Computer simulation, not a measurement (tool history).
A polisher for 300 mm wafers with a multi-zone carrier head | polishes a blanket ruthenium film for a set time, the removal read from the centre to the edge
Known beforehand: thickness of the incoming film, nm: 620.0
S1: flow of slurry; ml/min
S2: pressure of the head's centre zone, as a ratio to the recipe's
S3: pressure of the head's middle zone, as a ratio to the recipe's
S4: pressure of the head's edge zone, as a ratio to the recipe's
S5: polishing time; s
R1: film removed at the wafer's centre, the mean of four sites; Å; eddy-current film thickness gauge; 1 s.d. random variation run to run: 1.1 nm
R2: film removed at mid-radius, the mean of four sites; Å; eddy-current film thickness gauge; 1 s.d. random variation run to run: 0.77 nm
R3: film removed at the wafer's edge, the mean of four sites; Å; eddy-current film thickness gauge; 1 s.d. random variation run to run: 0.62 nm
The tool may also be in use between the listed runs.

Run 1, day 0: S1 185 ml/min, S2 1, S3 1, S4 1, S5 64 s. Result: R1 796.11 Å, R2 822.72 Å, R3 812.34 Å.
Run 2, day 0.238: S1 195 ml/min, S2 1.02, S3 0.99, S4 1.01, S5 64 s. Result: R1 817.48 Å, R2 808.43 Å, R3 810.61 Å.
Run 3, day 0.458: S1 160 ml/min, S2 1.02, S3 0.99, S4 1.01, S5 64 s. Result: R1 786.24 Å, R2 787.51 Å, R3 788.59 Å.
Run 4, day 0.633: S1 160 ml/min, S2 1.09, S3 0.99, S4 1.01, S5 64 s. Result: R1 826.29 Å, R2 797.25 Å, R3 790.78 Å.
Run 5, day 0.979: S1 160 ml/min, S2 1.05, S3 0.99, S4 1.01, S5 64 s. Result: R1 813.78 Å, R2 794.03 Å, R3 796.42 Å.
Run 6, day 1.012: S1 160 ml/min, S2 1.05, S3 1.05, S4 1.01, S5 64 s. Result: R1 785.49 Å, R2 828.61 Å, R3 793.4 Å.
Run 7, day 1.388: S1 170 ml/min, S2 1.06, S3 1.03, S4 1.03, S5 64 s. Result: R1 823.21 Å, R2 820.45 Å, R3 810.29 Å.

The next listed run, before its measurement:
Run 8, day 1.588: S1 220 ml/min, S2 1.1, S3 0.95, S4 1.12, S5 64 s. Result: R1 ?, R2 ?, R3 ?.

R1: 885.91 Å
R2: 800.42 Å
R3: 851.55 Å

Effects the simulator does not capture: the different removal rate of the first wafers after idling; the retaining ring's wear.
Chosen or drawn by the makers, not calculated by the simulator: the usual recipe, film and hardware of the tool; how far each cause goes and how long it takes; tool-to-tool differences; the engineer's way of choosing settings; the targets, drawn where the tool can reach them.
